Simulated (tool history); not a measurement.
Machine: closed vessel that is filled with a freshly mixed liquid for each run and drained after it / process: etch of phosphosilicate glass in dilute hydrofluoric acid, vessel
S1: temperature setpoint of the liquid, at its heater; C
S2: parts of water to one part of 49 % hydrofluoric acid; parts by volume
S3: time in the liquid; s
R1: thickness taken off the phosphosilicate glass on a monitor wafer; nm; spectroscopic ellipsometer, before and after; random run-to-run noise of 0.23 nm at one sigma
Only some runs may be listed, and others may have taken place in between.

run	hour	S1	S2	S3	R1
1	0.0	22.0	220	105	42.872
2	7.5	22.0	185	105	53.264
3	16.1	20.5	195	105	47.510
4	21.3	20.5	120	105	83.580
5	28.8	20.5	120	105	83.018
6	32.4	19.5	150	105	62.324
7	37.3	19.5	150	105	61.705
8	39.2	19.5	150	105	61.825
9	44.7	19.0	165	105	54.112

Expected results for the next run?
10	50.7	18.5	180	105	?

{"run 10": {"R1": 48.026}}
